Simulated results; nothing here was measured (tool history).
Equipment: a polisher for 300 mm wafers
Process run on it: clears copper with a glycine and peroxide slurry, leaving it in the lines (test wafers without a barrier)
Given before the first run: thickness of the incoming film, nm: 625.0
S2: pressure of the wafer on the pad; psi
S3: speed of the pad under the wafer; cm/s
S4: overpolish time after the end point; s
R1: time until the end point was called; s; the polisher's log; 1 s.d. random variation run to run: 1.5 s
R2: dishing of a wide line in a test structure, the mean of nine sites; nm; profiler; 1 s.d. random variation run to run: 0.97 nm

{"run": 1, "day": 0.0, "flow of slurry (ml/min)": 155, "S2": 2.7, "S3": 128, "S4": 21, "R1": 86.527, "R2": 65.153}
{"run": 2, "day": 0.188, "flow of slurry (ml/min)": 155, "S2": 2.6, "S3": 128, "S4": 17, "R1": 90.734, "R2": 56.228}
{"run": 3, "day": 0.242, "flow of slurry (ml/min)": 155, "S2": 2.6, "S3": 154, "S4": 17, "R1": 79.365, "R2": 61.191}
{"run": 4, "day": 0.492, "flow of slurry (ml/min)": 155, "S2": 2.6, "S3": 154, "S4": 8, "R1": 76.975, "R2": 38.668}
{"run": 5, "day": 0.804, "flow of slurry (ml/min)": 155, "S2": 2.6, "S3": 154, "S4": 16, "R1": 75.596, "R2": 57.646}
{"run": 6, "day": 1.046, "flow of slurry (ml/min)": 155, "S2": 3.2, "S3": 154, "S4": 16, "R1": 66.757, "R2": 66.484}
{"run": 7, "day": 1.338, "flow of slurry (ml/min)": 155, "S2": 2.8, "S3": 150, "S4": 16, "R1": 75.097, "R2": 61.917}
{"run": 8, "day": 1.6, "flow of slurry (ml/min)": 155, "S2": 2.5, "S3": 148, "S4": 16, "R1": 82.314, "R2": 60.225}
{"run": 9, "day": 1.775, "flow of slurry (ml/min)": 155, "S2": 2.5, "S3": 148, "S4": 16, "R1": 85.821, "R2": 57.783}
{"run": 10, "day": 1.992, "flow of slurry (ml/min)": 155, "S2": 2.0, "S3": 148, "S4": 7, "R1": 99.773, "R2": 27.762}

Run 11 has not been measured yet. What should we expect?
{"run": 11, "day": 2.258, "flow of slurry (ml/min)": 155, "S2": 2.1, "S3": 144, "S4": 10, "R1": "?", "R2": "?"}

R1: 98.453 s
R2: 38.385 nm
